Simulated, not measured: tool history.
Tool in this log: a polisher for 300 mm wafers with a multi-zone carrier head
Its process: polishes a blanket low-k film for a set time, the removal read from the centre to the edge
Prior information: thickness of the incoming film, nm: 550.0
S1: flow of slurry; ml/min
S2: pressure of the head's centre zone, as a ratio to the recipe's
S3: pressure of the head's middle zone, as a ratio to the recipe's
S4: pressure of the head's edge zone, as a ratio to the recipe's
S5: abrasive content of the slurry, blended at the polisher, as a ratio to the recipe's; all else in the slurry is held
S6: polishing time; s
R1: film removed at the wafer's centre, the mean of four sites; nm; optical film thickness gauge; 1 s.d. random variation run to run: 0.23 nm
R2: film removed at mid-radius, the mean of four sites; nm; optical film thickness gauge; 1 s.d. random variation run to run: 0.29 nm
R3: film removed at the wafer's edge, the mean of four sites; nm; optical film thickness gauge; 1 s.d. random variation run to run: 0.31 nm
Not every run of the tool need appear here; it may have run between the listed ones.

{"run": 1, "hour": 0.0, "S1": 310, "S2": 1.0, "S3": 1.0, "S4": 1.0, "S5": 1.0, "S6": 57, "R1": 14.628, "R2": 14.878, "R3": 14.785}
{"run": 2, "hour": 3.1, "S1": 310, "S2": 1.0, "S3": 1.01, "S4": 1.01, "S5": 1.05, "S6": 58, "R1": 15.198, "R2": 15.55, "R3": 15.128}
{"run": 3, "hour": 5.4, "S1": 310, "S2": 0.99, "S3": 1.01, "S4": 1.02, "S5": 1.1, "S6": 60, "R1": 15.986, "R2": 16.424, "R3": 16.424}
{"run": 4, "hour": 6.5, "S1": 230, "S2": 0.99, "S3": 1.01, "S4": 1.02, "S5": 1.1, "S6": 60, "R1": 15.726, "R2": 15.95, "R3": 15.704}
{"run": 5, "hour": 11.3, "S1": 230, "S2": 0.99, "S3": 1.01, "S4": 1.1, "S5": 1.1, "S6": 60, "R1": 15.474, "R2": 15.787, "R3": 16.493}
{"run": 6, "hour": 12.0, "S1": 230, "S2": 0.95, "S3": 1.01, "S4": 1.1, "S5": 1.1, "S6": 60, "R1": 15.041, "R2": 15.935, "R3": 16.788}

Forecast run 7:
{"run": 7, "hour": 12.7, "S1": 235, "S2": 0.96, "S3": 1.03, "S4": 1.11, "S5": 1.15, "S6": 61, "R1": "?", "R2": "?", "R3": "?"}

{"run 7": {"R1": 15.793, "R2": 17.012, "R3": 17.306}}
